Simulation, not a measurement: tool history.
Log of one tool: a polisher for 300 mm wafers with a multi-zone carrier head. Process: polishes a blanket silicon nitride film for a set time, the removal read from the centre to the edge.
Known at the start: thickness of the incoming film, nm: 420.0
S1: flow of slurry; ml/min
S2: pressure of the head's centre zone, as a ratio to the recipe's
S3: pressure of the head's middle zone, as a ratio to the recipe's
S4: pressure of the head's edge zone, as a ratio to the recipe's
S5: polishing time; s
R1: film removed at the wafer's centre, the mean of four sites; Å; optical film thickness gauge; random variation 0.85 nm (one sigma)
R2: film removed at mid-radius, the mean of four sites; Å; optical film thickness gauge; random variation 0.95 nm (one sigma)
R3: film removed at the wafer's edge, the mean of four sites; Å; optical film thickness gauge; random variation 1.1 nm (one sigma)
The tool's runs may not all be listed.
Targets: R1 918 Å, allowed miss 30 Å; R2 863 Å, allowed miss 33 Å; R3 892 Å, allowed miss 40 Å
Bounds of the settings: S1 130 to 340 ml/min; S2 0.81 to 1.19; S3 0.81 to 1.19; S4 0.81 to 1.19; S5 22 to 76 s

{"run": 1, "day": 0.0, "S1": 220, "S2": 1, "S3": 1, "S4": 1, "S5": 49, "R1": 996.9, "R2": 1026.3, "R3": 995.98}
{"run": 2, "day": 0.183, "S1": 210, "S2": 1, "S3": 0.96, "S4": 0.97, "S5": 48, "R1": 976.51, "R2": 955.9, "R3": 955.13}
{"run": 3, "day": 0.483, "S1": 210, "S2": 1, "S3": 1.02, "S4": 0.97, "S5": 48, "R1": 969.6, "R2": 1023.6, "R3": 963.35}
{"run": 4, "day": 0.825, "S1": 260, "S2": 1, "S3": 1.02, "S4": 0.97, "S5": 48, "R1": 988.89, "R2": 1015.9, "R3": 969.79}
{"run": 5, "day": 0.996, "S1": 260, "S2": 1, "S3": 1.02, "S4": 0.97, "S5": 52, "R1": 1073.3, "R2": 1115.1, "R3": 1068.6}
{"run": 6, "day": 1.125, "S1": 260, "S2": 1, "S3": 1.02, "S4": 0.97, "S5": 44, "R1": 905.21, "R2": 945.66, "R3": 913.98}
{"run": 7, "day": 1.171, "S1": 260, "S2": 1.01, "S3": 0.99, "S4": 0.97, "S5": 44, "R1": 920.45, "R2": 928.04, "R3": 896.11}
{"run": 8, "day": 1.479, "S1": 260, "S2": 1.01, "S3": 0.96, "S4": 0.98, "S5": 44, "R1": 934.82, "R2": 906.7, "R3": 900.2}

5 next moves are on the table. One of them brings every result within its allowed miss. Which?
{"run": "A", "day": 1.788, "S1": 280, "S2": 1.17, "S3": 0.88, "S4": 0.95, "S5": 42, "R1": "?", "R2": "?", "R3": "?"}
{"run": "B", "day": 1.788, "S1": 195, "S2": 1.17, "S3": 0.86, "S4": 0.99, "S5": 44, "R1": "?", "R2": "?", "R3": "?"}
{"run": "C", "day": 1.788, "S1": 330, "S2": 1.08, "S3": 1.1, "S4": 1.08, "S5": 41, "R1": "?", "R2": "?", "R3": "?"}
{"run": "D", "day": 1.788, "S1": 330, "S2": 1.04, "S3": 0.92, "S4": 1, "S5": 42, "R1": "?", "R2": "?", "R3": "?"}
{"run": "E", "day": 1.788, "S1": 225, "S2": 1.11, "S3": 0.97, "S4": 0.98, "S5": 45, "R1": "?", "R2": "?", "R3": "?"}

move=A R1=970.26 R2=828.48 R3=838.79
move=B R1=966.51 R2=816.74 R3=866.46
move=C R1=908.46 R2=962.21 R3=879.94
move=D R1=903.85 R2=868.19 R3=869.66
move=E R1=971.61 R2=926.12 R3=893.83
A: takes the result that was furthest off past its target
B: takes the result that was furthest off past its target
C: further off than the last run
D: meets every target
E: further off than the last run
The right move is D.
